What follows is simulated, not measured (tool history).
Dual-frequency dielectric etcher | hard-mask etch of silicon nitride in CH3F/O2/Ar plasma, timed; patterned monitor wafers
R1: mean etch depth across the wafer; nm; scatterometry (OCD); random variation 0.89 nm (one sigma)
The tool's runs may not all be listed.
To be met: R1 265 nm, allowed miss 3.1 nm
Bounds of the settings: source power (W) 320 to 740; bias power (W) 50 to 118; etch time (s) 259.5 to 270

Run 1, day 0: source power (W) 530, bias power (W) 84, etch time (s) 259.5. Result: R1 226.11 nm.
Run 2, day 0.367: source power (W) 570, bias power (W) 85, etch time (s) 259.5. Result: R1 236.4 nm.
Run 3, day 0.65: source power (W) 570, bias power (W) 85, etch time (s) 270. Result: R1 246.61 nm.
Run 4, day 0.9: source power (W) 490, bias power (W) 85, etch time (s) 270. Result: R1 229.1 nm.
Run 5, day 1.171: source power (W) 520, bias power (W) 85, etch time (s) 270. Result: R1 235.01 nm.
Run 6, day 1.488: source power (W) 550, bias power (W) 85, etch time (s) 270. Result: R1 241.5 nm.
Run 7, day 1.562: source power (W) 570, bias power (W) 85, etch time (s) 270. Result: R1 245.51 nm.
Run 8, day 1.742: source power (W) 590, bias power (W) 85, etch time (s) 270. Result: R1 248.55 nm.
Run 9, day 2.033: source power (W) 590, bias power (W) 85, etch time (s) 270. Result: R1 250.29 nm.
Run 10, day 2.304: source power (W) 600, bias power (W) 85, etch time (s) 270. Result: R1 250.21 nm.
Run 11, day 2.654: source power (W) 620, bias power (W) 85, etch time (s) 270. Result: R1 256.5 nm.

Which of these 4 next moves meets every target?
Run A, day 3.004: source power (W) 640, bias power (W) 89, etch time (s) 266. Result: R1 ?.
Run B, day 3.004: source power (W) 740, bias power (W) 82, etch time (s) 267. Result: R1 ?.
Run C, day 3.004: source power (W) 640, bias power (W) 92, etch time (s) 263. Result: R1 ?.
Run D, day 3.004: source power (W) 620, bias power (W) 99, etch time (s) 265.5. Result: R1 ?.

move      R1
   A  260.37
   B  271.33
   C  260.35
   D  265.73
A: nearer than the last run, and not there yet
B: takes the result that was furthest off past its target
C: nearer than the last run, and not there yet
D: meets every target
Answer: D
